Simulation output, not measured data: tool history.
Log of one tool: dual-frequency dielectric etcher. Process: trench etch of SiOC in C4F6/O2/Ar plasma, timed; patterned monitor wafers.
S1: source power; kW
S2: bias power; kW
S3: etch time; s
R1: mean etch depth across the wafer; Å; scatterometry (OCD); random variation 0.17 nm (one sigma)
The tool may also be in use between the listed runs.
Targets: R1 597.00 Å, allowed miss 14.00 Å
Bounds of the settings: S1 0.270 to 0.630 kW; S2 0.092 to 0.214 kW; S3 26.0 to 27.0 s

run,hour,S1,S2,S3,R1
1,0.0,0.450,0.153,26.0,539.04
2,2.7,0.450,0.153,26.0,541.15
3,10.4,0.450,0.163,26.0,555.79
4,12.4,0.460,0.164,26.0,559.38
5,20.8,0.390,0.164,26.0,519.65
6,25.3,0.390,0.146,26.0,495.33
7,29.0,0.400,0.147,26.0,505.94
8,37.4,0.490,0.161,26.0,570.93

Which of these 5 next moves meets every target?
A,45.8,0.520,0.176,26.5,?
B,45.8,0.570,0.158,27.0,?
C,45.8,0.530,0.173,27.0,?
D,45.8,0.580,0.156,26.5,?
E,45.8,0.490,0.162,27.0,?

move,R1
A,615.79
B,629.38
C,628.91
D,619.77
E,593.76
A: takes the result that was furthest off past its target
B: takes the result that was furthest off past its target
C: takes the result that was furthest off past its target
D: takes the result that was furthest off past its target
E: meets every target
The right move is E.
